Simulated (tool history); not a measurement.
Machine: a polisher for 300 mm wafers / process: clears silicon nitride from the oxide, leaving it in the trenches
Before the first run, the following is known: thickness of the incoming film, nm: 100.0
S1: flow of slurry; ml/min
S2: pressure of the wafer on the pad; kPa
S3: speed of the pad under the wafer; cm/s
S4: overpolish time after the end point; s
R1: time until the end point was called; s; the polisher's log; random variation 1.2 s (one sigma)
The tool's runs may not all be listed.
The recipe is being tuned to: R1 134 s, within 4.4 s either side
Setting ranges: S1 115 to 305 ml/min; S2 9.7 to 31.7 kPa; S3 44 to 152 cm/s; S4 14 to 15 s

Run 1, hour 0: S1 195 ml/min, S2 20.7 kPa, S3 98 cm/s, S4 14 s. Result: R1 98.247 s.
Run 2, hour 7: S1 195 ml/min, S2 20.7 kPa, S3 98 cm/s, S4 15 s. Result: R1 100.98 s.
Run 3, hour 11.4: S1 170 ml/min, S2 20.7 kPa, S3 98 cm/s, S4 15 s. Result: R1 101.53 s.
Run 4, hour 18.5: S1 170 ml/min, S2 20.7 kPa, S3 98 cm/s, S4 15 s. Result: R1 101.96 s.
Run 5, hour 20.9: S1 170 ml/min, S2 20.7 kPa, S3 98 cm/s, S4 15 s. Result: R1 99.957 s.
Run 6, hour 27.6: S1 170 ml/min, S2 20.7 kPa, S3 98 cm/s, S4 15 s. Result: R1 99.924 s.
Run 7, hour 32.8: S1 170 ml/min, S2 19.3 kPa, S3 98 cm/s, S4 15 s. Result: R1 108.19 s.
Run 8, hour 37.5: S1 170 ml/min, S2 17.9 kPa, S3 98 cm/s, S4 15 s. Result: R1 115.51 s.
Run 9, hour 40.3: S1 170 ml/min, S2 17.2 kPa, S3 98 cm/s, S4 15 s. Result: R1 118.66 s.
Run 10, hour 41.2: S1 170 ml/min, S2 16.5 kPa, S3 98 cm/s, S4 15 s. Result: R1 124.73 s.

Pick the move, out of 4, that brings all results within their allowed miss; only one does.
Run A, hour 42.1: S1 170 ml/min, S2 14.5 kPa, S3 104 cm/s, S4 15 s. Result: R1 ?.
Run B, hour 42.1: S1 170 ml/min, S2 16.5 kPa, S3 86 cm/s, S4 15 s. Result: R1 ?.
Run C, hour 42.1: S1 180 ml/min, S2 18.6 kPa, S3 98 cm/s, S4 14 s. Result: R1 ?.
Run D, hour 42.1: S1 185 ml/min, S2 14.5 kPa, S3 92 cm/s, S4 15 s. Result: R1 ?.

move      R1
   A  135.88
   B  142.37
   C  111.64
   D  150.04
A: in spec on every target
B: takes the biggest miss from the last run beyond its target
C: lands further from the targets than the last run did
D: takes the biggest miss from the last run beyond its target
The move that meets every target is A.
